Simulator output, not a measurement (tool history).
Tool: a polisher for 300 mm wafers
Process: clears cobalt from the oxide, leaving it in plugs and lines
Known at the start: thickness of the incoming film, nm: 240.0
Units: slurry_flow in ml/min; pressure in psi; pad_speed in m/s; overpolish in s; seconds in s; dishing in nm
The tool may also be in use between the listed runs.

run,day,slurry_flow,pressure,pad_speed,overpolish,seconds,dishing
1,0,305,2.4,1.18,24,39.842,44.105
2,0.333,305,2.4,1.18,15,40.904,39.892
3,0.483,305,2.4,0.96,15,49.235,37.067
4,0.825,305,2.4,0.96,8,50.018,25.605
5,0.946,305,2.5,0.98,11,48,32.127
6,1.217,305,2.7,0.98,12,44.784,35.167
7,1.529,305,2.9,0.98,12,42.003,36.615
8,1.704,305,3,0.98,13,41.181,38.608

Forecast run 9:
9,1.733,305,3.1,0.98,13,?,?

seconds: 39.686 s
dishing: 37.292 nm
